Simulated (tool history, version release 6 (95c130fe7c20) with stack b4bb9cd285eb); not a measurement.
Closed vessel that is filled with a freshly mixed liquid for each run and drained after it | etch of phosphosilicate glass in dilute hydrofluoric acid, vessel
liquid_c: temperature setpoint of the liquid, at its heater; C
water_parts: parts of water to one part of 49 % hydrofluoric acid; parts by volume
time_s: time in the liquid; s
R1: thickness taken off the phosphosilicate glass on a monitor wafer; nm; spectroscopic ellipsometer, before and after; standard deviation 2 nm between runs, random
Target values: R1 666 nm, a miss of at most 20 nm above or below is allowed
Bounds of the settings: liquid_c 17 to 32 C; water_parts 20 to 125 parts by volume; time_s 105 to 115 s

run 1 day=0 | liquid_c=24 water_parts=70 time_s=105 | R1=305.31
run 2 day=0.204 | liquid_c=24 water_parts=70 time_s=115 | R1=334.19
run 3 day=0.421 | liquid_c=21 water_parts=70 time_s=115 | R1=295.46
run 4 day=0.55 | liquid_c=24 water_parts=65 time_s=115 | R1=362.72
run 5 day=0.638 | liquid_c=26 water_parts=60 time_s=115 | R1=425.27
run 6 day=0.871 | liquid_c=27.5 water_parts=55 time_s=115 | R1=498.51
run 7 day=0.954 | liquid_c=28.5 water_parts=55 time_s=115 | R1=518.36
run 8 day=1.1 | liquid_c=29.5 water_parts=55 time_s=115 | R1=539.85

Which of these 4 next moves meets every target?
run A day=1.246 | liquid_c=32 water_parts=50 time_s=115 | R1=?
run B day=1.246 | liquid_c=31 water_parts=45 time_s=115 | R1=?
run C day=1.246 | liquid_c=30 water_parts=55 time_s=105 | R1=?
run D day=1.246 | liquid_c=31.5 water_parts=45 time_s=115 | R1=?

move=A R1=659.57
move=B R1=710.58
move=C R1=502.6
move=D R1=724.59
A: every result lands within tolerance
B: takes the result that was furthest off past its target
C: moves away from the targets compared with the last run
D: takes the result that was furthest off past its target
The move that meets every target is A.
